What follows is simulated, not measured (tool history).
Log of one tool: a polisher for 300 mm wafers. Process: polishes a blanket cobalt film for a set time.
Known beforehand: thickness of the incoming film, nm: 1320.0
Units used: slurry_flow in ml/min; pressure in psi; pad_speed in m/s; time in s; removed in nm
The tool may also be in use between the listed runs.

run,hour,slurry_flow,pressure,pad_speed,time,removed
1,0,135,1.3,1.12,48,166.02
2,6.8,135,1,1.12,48,131.98
3,11.9,135,1.3,1.12,48,168.66
4,12.4,135,1.1,1.12,48,143.37
5,17.1,130,1,1.12,48,130.48
6,18.4,125,1,1.12,48,130.81
7,23.5,125,0.9,1.12,48,116.87

Run 8 has not been measured yet. What should we expect?
8,30.7,120,0.9,1.12,48,?

Logged for run 8: removed 116.1 nm.

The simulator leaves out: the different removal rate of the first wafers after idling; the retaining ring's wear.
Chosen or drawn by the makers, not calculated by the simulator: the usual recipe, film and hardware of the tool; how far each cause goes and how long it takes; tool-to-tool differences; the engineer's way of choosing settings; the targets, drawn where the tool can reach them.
